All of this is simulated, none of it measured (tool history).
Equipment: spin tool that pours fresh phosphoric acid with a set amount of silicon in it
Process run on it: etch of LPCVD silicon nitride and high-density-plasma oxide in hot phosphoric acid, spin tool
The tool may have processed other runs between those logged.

run  hour  temperature setpoint of the liquid (K)  silicon dissolved in the acid as it is poured (mg a litre)  time under the liquid (s)  thickness taken off the LPCVD silicon nitride on a monitor wafer (nm)  thickness taken off the high-density-plasma oxide on a monitor wafer (nm)
  1     0                                  437.15                                                          23                        180                                                                 18.281                                                                    0.46454
  2   5.8                                  437.65                                                        24.5                        200                                                                 20.381                                                                    0.50551
  3   7.9                                  439.65                                                        24.5                        200                                                                  21.87                                                                    0.59187
  4  13.3                                  439.65                                                        14.5                        200                                                                 22.094                                                                    0.86102
  5    19                                  441.15                                                        14.5                        200                                                                 22.441                                                                    0.71787
  6  23.4                                  441.15                                                          17                        215                                                                 24.899                                                                    0.83241

Run 7 has not been measured yet. What should we expect?
  7  24.8                                  441.15                                                          20                        225                                                                      ?                                                                          ?

Run 7 produced thickness taken off the LPCVD silicon nitride on a monitor wafer (nm) 25.194, thickness taken off the high-density-plasma oxide on a monitor wafer (nm) 0.79165.
